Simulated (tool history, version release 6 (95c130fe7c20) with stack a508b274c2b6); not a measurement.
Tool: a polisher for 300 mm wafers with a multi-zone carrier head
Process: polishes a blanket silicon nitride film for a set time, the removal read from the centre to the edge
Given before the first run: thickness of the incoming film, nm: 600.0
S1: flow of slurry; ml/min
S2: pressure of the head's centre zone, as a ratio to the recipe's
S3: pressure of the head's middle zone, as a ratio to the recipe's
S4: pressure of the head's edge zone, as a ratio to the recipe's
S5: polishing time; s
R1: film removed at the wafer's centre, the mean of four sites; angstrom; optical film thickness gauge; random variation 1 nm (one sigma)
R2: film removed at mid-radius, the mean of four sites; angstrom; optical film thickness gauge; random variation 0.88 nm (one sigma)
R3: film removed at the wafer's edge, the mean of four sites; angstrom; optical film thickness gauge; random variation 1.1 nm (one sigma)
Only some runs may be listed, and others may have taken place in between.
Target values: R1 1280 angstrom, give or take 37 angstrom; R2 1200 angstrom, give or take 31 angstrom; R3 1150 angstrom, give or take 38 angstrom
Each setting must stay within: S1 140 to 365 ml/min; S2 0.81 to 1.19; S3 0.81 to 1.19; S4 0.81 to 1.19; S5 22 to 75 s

run 1 hour=0 | S1=235 S2=1 S3=1 S4=1 S5=48 | R1=915.46 R2=914.53 R3=889.5
run 2 hour=2.3 | S1=235 S2=1 S3=1 S4=1.04 S5=48 | R1=908.54 R2=907.42 R3=917.36
run 3 hour=3.7 | S1=240 S2=1.02 S3=1.02 S4=1.05 S5=49 | R1=953.01 R2=962.54 R3=950.64
run 4 hour=11.5 | S1=240 S2=1.02 S3=1.02 S4=1.05 S5=44 | R1=860.83 R2=846.12 R3=826.22
run 5 hour=19.7 | S1=240 S2=1.1 S3=1.02 S4=1.05 S5=44 | R1=927.21 R2=848.35 R3=856.13
run 6 hour=24.1 | S1=240 S2=1.15 S3=1.02 S4=1.05 S5=44 | R1=957.04 R2=845.68 R3=836.18
run 7 hour=31.9 | S1=245 S2=1.15 S3=1.03 S4=1.06 S5=45 | R1=993.24 R2=868.87 R3=867.91
run 8 hour=37.9 | S1=250 S2=1.15 S3=1.04 S4=1.07 S5=46 | R1=1013.2 R2=916.3 R3=885.09
run 9 hour=39.8 | S1=250 S2=1.15 S3=1.04 S4=1.08 S5=47 | R1=1032.5 R2=913.85 R3=900.3
run 10 hour=46.4 | S1=300 S2=1.15 S3=1.14 S4=1.18 S5=58 | R1=1270 R2=1203 R3=1179.7

Of the 4 settings listed for the next run, only one would bring every result within its allowed miss of target. Which one?
run A hour=53 | S1=270 S2=1.08 S3=1.02 S4=0.99 S5=61 | R1=? R2=? R3=?
run B hour=53 | S1=360 S2=1.09 S3=1.06 S4=1.19 S5=60 | R1=? R2=? R3=?
run C hour=53 | S1=310 S2=1.07 S3=1.02 S4=1.19 S5=60 | R1=? R2=? R3=?
run D hour=53 | S1=300 S2=1.04 S3=1.01 S4=1.19 S5=61 | R1=? R2=? R3=?

move=A R1=1254.2 R2=1170.9 R3=1144.7
move=B R1=1275.8 R2=1205.1 R3=1255.4
move=C R1=1236.9 R2=1164 R3=1245.3
move=D R1=1218.6 R2=1173.5 R3=1263.8
A: hits every target within its allowed miss
B: lands further from the targets than the last run did
C: lands further from the targets than the last run did
D: lands further from the targets than the last run did
A is the move that brings every result within its allowed miss.

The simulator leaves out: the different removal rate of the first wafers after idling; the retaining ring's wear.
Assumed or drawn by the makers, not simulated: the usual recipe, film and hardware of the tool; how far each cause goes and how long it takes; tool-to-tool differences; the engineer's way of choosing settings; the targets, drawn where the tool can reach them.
